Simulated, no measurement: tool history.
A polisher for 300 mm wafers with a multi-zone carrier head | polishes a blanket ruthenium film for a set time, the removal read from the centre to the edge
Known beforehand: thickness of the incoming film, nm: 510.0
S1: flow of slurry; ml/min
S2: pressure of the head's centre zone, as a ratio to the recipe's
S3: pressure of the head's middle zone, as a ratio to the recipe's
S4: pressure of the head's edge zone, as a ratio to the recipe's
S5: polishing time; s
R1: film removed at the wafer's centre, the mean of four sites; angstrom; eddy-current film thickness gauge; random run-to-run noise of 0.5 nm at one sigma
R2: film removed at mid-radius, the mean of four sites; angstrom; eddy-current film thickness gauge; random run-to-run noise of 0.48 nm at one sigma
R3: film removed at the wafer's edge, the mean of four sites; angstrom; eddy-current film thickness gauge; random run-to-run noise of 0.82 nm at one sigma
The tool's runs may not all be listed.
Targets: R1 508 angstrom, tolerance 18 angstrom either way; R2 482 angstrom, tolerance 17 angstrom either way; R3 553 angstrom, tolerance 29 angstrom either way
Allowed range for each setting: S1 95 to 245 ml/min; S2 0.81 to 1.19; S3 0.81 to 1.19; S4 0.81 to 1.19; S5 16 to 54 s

run  hour   S1    S2    S3    S4  S5      R1      R2      R3
  1     0  155     1     1     1  35  415.42  418.22  395.38
  2   3.9  155     1     1     1  42  496.44  499.31  478.97
  3   5.5  155     1     1  0.95  42  503.17  503.39   465.8
  4    14  155     1  0.98     1  43  506.16  508.16     492
  5  22.3  155  0.93  0.98     1  43  473.17  505.87  487.21
  6  26.1  155  0.94  0.95  1.03  43  479.95  491.76  505.34
  7  33.9  160  0.95  0.94  1.05  43   482.2  491.73  525.98
  8  35.5  165  0.96  0.93  1.05  43  490.76  497.54  520.22
  9  42.7  165  0.97  0.91  1.06  43  490.59  477.77     528

Exactly one of the 4 candidate moves below puts every result within its allowed miss. Which one?
  A  49.9  170  0.86  0.84  1.14  45   ?   ?   ?
  B  49.9  200  0.89  0.88  1.04  43   ?   ?   ?
  C  49.9  180  0.94  0.85  1.08  45   ?   ?   ?
  D  49.9  145  1.02  0.94  1.04  43   ?   ?   ?

move      R1      R2      R3
   A  468.32  473.37  560.77
   B  476.42  481.73  521.67
   C  517.58   482.2  549.72
   D  515.39  482.49   501.6
A: lands further from the targets than the last run did
B: lands further from the targets than the last run did
C: every result within its allowed miss
D: corrects the largest miss of the last run, while another result sits out of spec
The move that meets every target is C.

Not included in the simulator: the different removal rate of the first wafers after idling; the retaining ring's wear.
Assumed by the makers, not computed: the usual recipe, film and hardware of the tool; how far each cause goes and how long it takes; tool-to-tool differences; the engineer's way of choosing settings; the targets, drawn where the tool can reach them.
